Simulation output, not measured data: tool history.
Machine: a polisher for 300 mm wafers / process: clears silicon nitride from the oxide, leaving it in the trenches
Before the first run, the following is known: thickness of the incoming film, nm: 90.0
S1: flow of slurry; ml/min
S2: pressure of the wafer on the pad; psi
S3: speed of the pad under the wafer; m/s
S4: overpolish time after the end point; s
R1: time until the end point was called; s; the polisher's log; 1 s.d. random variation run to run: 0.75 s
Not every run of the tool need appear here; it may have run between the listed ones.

run	day	S1	S2	S3	S4	R1
1	0	285	3.1	1.3	3	61.784
2	0.212	285	3.5	1.3	3	55.004
3	0.379	285	3.3	1.3	3	58.901
4	0.558	285	3.1	1.3	3	62.232
5	0.642	335	3.1	1.3	3	60.553
6	0.733	330	2.9	1.3	3	65.53
7	0.838	310	2	1.28	3	94.407

Estimate the outcome of run 8 from the log above:
8	0.988	320	2	1.28	3	?

Run 8 gave R1 94.3 s.

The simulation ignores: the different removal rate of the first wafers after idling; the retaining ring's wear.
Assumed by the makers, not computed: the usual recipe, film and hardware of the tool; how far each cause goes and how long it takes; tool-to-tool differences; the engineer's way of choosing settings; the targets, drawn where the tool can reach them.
